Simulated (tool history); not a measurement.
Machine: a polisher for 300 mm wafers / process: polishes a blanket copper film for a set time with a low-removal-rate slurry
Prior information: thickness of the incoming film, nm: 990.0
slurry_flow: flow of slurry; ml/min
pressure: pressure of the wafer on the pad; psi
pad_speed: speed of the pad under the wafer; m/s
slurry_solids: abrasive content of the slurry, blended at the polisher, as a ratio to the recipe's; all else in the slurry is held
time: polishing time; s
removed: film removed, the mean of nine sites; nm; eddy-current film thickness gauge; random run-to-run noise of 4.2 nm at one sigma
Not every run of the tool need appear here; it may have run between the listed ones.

Run 1, hour 0.0: slurry_flow 200 ml/min, pressure 2.3 psi, pad_speed 1.06 m/s, slurry_solids 1.0, time 111 s. Result: removed 299.15 nm.
Run 2, hour 4.8: slurry_flow 200 ml/min, pressure 2.4 psi, pad_speed 1.06 m/s, slurry_solids 1.0, time 111 s. Result: removed 301.70 nm.
Run 3, hour 7.4: slurry_flow 160 ml/min, pressure 2.4 psi, pad_speed 1.06 m/s, slurry_solids 1.0, time 111 s. Result: removed 298.31 nm.
Run 4, hour 13.5: slurry_flow 160 ml/min, pressure 2.5 psi, pad_speed 1.06 m/s, slurry_solids 1.0, time 111 s. Result: removed 305.28 nm.
Run 5, hour 17.0: slurry_flow 160 ml/min, pressure 2.0 psi, pad_speed 1.06 m/s, slurry_solids 1.0, time 111 s. Result: removed 251.03 nm.
At hour 25.1: head pressure recalibrated.
Run 6, hour 25.1: slurry_flow 165 ml/min, pressure 2.1 psi, pad_speed 1.06 m/s, slurry_solids 1.0, time 111 s. Result: removed 242.33 nm.

Predict the results of run 7:
Run 7, hour 27.6: slurry_flow 175 ml/min, pressure 2.2 psi, pad_speed 1.06 m/s, slurry_solids 1.0, time 111 s. Result: removed ?.

Run 7 measured removed 255.34 nm.
